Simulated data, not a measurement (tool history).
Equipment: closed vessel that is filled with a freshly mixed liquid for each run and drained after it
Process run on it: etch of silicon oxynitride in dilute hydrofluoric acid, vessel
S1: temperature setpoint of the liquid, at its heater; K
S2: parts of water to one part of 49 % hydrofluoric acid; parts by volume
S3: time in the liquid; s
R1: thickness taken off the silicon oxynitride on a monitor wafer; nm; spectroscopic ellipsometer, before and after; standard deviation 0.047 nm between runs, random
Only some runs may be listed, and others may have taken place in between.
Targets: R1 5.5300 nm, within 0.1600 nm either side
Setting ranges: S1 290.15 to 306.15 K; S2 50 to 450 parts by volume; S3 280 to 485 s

run	day	S1	S2	S3	R1
1	0.000	298.15	250	485	4.8330
2	0.079	298.15	250	280	2.8060
3	0.304	298.15	325	280	2.0336
4	0.483	299.65	305	280	2.3249
5	0.554	301.15	305	280	2.5048
6	0.821	301.15	390	280	1.8533
7	0.942	302.15	345	285	2.2725
8	1.300	302.65	315	285	2.6197
9	1.658	303.15	290	285	2.8989
10	1.742	303.65	265	285	3.3576
11	1.862	304.15	245	285	3.7464
12	2.017	304.65	230	285	4.1244
13	2.271	306.15	175	290	6.2923
14	2.525	305.65	175	290	6.0455
15	2.783	305.15	175	290	5.8606
16	3.117	304.65	175	290	5.7943
17	3.321	304.15	175	290	5.7011

Consider the 4 candidate settings below. Which is the only one whose results all fall within their allowed miss of target?
A	3.525	302.65	165	280	?
B	3.525	303.15	285	485	?
C	3.525	303.15	175	280	?
D	3.525	304.65	190	280	?

move	R1
A	5.5367
B	5.1066
C	5.2841
D	5.1111
A: each result inside its tolerance
B: takes the result that was furthest off past its target
C: takes the result that was furthest off past its target
D: takes the result that was furthest off past its target
Correct choice: A, which meets every target
